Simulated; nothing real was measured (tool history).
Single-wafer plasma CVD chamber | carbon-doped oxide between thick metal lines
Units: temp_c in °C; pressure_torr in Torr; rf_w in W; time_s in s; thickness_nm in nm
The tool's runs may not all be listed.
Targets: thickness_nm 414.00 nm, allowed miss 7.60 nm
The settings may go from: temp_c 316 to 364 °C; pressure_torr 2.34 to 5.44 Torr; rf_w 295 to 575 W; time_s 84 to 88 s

run  hour  temp_c  pressure_torr  rf_w  time_s  thickness_nm
  1   0.0     340           3.89   435      88        377.60
  2   2.4     340           4.41   435      88        390.92
  3   9.5     338           4.49   435      88        397.29
  4  17.5     337           4.53   435      88        396.87
  5  20.1     337           4.53   435      88        395.32
  6  24.1     345           4.53   435      88        386.65
  7  32.7     343           4.61   435      88        393.12
  8  40.6     342           4.69   435      88        394.30
  9  42.8     341           4.76   435      88        395.96
 10  48.0     340           4.82   435      88        398.36
 11  51.5     339           4.88   435      88        403.41

Which of these 5 next moves meets every target?
  A  55.0     343           4.44   470      88             ?
  B  55.0     333           4.98   445      84             ?
  C  55.0     340           5.29   420      88             ?
  D  55.0     340           5.35   420      88             ?
  E  55.0     329           5.09   430      84             ?

move  thickness_nm
   A        407.73
   B        392.79
   C        389.03
   D        389.69
   E        387.53
A: meets every target
B: further off than the last run
C: further off than the last run
D: further off than the last run
E: further off than the last run
Move A is the one to make.

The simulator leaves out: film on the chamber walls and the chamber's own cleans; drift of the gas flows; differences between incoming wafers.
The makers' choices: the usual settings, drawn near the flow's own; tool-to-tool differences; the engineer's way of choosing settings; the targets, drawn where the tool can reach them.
